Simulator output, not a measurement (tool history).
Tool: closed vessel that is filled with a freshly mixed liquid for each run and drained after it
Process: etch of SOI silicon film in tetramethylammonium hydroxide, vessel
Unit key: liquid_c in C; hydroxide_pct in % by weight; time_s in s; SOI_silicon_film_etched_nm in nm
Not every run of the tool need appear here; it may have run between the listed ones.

run,hour,liquid_c,hydroxide_pct,time_s,SOI_silicon_film_etched_nm
1,0,65,10.5,30,167.55
2,4.1,67.5,10.5,30,194.96
3,6,69,10.5,30,213.55
4,10.3,70,10.5,30,228.43
# hour 14.4: thermometer replaced
5,14.4,70,10.5,30,205.64
6,20.8,70,9.5,30,216.1

Forecast run 7:
7,24.1,71,9.5,30,?

SOI_silicon_film_etched_nm: 227.41 nm
